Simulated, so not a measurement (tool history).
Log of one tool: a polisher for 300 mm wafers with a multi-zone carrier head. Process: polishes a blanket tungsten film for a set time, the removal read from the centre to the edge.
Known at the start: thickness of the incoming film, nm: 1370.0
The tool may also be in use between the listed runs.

run,day,flow of slurry (ml/min),pressure of the head's centre zone,pressure of the head's middle zone,pressure of the head's edge zone,abrasive content of the slurry,polishing time (s),film removed at the wafer's centre (angstrom),film removed at mid-radius (angstrom),film removed at the wafer's edge (angstrom)
1,0,120,1,1,1,1,64,4404.9,4444.1,4361.3
2,0.212,115,0.98,0.97,0.97,0.9,62,4094.4,4123.4,3989.3
3,0.267,85,0.98,0.97,0.97,0.9,62,3756.4,3901.7,3889.2
4,0.521,85,0.98,0.93,0.97,0.9,62,3826.8,3750.2,3815
5,0.612,85,0.98,0.93,0.97,0.7,62,3612,3549.2,3657.2
6,0.767,85,1.03,0.93,0.97,0.7,62,3798.9,3545.9,3645.5

Forecast run 7:
7,0.975,85,1,0.91,0.96,0.65,61,?,?,?

{"run 7": {"film removed at the wafer's centre (angstrom)": 3609.1, "film removed at mid-radius (angstrom)": 3380.7, "film removed at the wafer's edge (angstrom)": 3547.8}}

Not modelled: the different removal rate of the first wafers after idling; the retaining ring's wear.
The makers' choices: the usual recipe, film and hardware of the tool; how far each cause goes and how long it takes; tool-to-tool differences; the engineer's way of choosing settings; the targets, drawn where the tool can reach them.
